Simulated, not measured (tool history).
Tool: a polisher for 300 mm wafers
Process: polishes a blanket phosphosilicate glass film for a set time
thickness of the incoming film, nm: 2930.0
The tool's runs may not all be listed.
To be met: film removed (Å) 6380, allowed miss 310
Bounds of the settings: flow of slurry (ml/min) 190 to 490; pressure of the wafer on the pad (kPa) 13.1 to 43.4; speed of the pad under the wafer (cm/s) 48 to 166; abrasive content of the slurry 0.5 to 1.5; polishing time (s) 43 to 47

| run | hour | flow of slurry (ml/min) | pressure of the wafer on the pad (kPa) | speed of the pad under the wafer (cm/s) | abrasive content of the slurry | polishing time (s) | film removed (Å) |
|---|---|---|---|---|---|---|---|
| 1 | 0 | 315 | 28.3 | 106 | 1 | 47 | 4457.4 |
| 2 | 5.7 | 315 | 28.3 | 106 | 1.15 | 47 | 4733.9 |
| 3 | 8.3 | 315 | 30.3 | 106 | 1.15 | 47 | 5167.7 |
| 4 | 9.3 | 315 | 31.7 | 106 | 1.15 | 47 | 5289.3 |
| 5 | 14.3 | 315 | 33.1 | 106 | 1.15 | 47 | 5611.5 |
| 6 | 21.7 | 315 | 33.8 | 106 | 1.15 | 47 | 5673 |
| 7 | 30.3 | 315 | 34.5 | 106 | 1.15 | 47 | 5781 |
| 8 | 38.5 | 315 | 35.2 | 106 | 1.15 | 47 | 5786.6 |
| 9 | 47.5 | 315 | 35.9 | 106 | 1.15 | 47 | 6000.3 |

Which of these 5 next moves meets every target?
| A | 56.5 | 280 | 33.8 | 114 | 1.1 | 47 | ? |
| B | 56.5 | 295 | 35.2 | 102 | 1.15 | 47 | ? |
| C | 56.5 | 315 | 33.1 | 104 | 1.15 | 47 | ? |
| D | 56.5 | 395 | 35.9 | 104 | 1.3 | 47 | ? |
| E | 56.5 | 310 | 33.1 | 110 | 1.1 | 47 | ? |

| move | film removed (Å) |
|---|---|
| A | 5826 |
| B | 5788.9 |
| C | 5550.8 |
| D | 6416.5 |
| E | 5630.5 |
A: further off than the last run
B: further off than the last run
C: further off than the last run
D: meets every target
E: further off than the last run
The right move is D.

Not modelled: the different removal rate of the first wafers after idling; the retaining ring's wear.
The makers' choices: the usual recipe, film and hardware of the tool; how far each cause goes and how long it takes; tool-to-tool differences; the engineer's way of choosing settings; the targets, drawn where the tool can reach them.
